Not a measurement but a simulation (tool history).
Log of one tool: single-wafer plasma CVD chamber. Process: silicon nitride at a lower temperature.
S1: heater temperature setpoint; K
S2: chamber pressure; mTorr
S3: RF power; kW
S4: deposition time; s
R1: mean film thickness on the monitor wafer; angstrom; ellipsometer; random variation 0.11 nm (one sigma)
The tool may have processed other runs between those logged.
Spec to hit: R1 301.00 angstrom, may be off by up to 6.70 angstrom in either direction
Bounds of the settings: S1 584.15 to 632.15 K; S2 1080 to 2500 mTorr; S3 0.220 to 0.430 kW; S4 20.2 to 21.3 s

run	hour	S1	S2	S3	S4	R1
1	0.0	608.15	1790	0.325	21.3	261.36
2	6.9	608.15	1520	0.325	21.3	250.91
3	12.4	608.15	1520	0.370	21.3	266.01
4	13.8	608.15	1520	0.370	20.2	253.10
5	16.2	608.15	1620	0.375	20.2	259.85
6	18.0	608.15	1700	0.380	20.2	264.10
7	22.1	608.15	1770	0.385	20.2	270.62
8	23.6	608.15	1830	0.390	20.2	275.71
9	28.6	608.15	1880	0.395	20.2	276.69
10	34.7	608.15	1930	0.400	20.2	279.18

Exactly one of the 5 candidate moves below puts every result within its allowed miss. Which one?
A	40.8	603.15	1700	0.425	20.7	?
B	40.8	608.15	2270	0.425	21.1	?
C	40.8	610.15	1900	0.390	20.8	?
D	40.8	614.15	1970	0.430	20.6	?
E	40.8	604.15	1800	0.370	20.8	?

move	R1
A	288.44
B	316.77
C	285.62
D	299.38
E	274.64
A: an improvement on the last run, though not all results are within tolerance
B: takes the biggest miss from the last run beyond its target
C: an improvement on the last run, though not all results are within tolerance
D: every result lands within tolerance
E: the biggest miss grows against the last run
Go with D: it meets all targets.
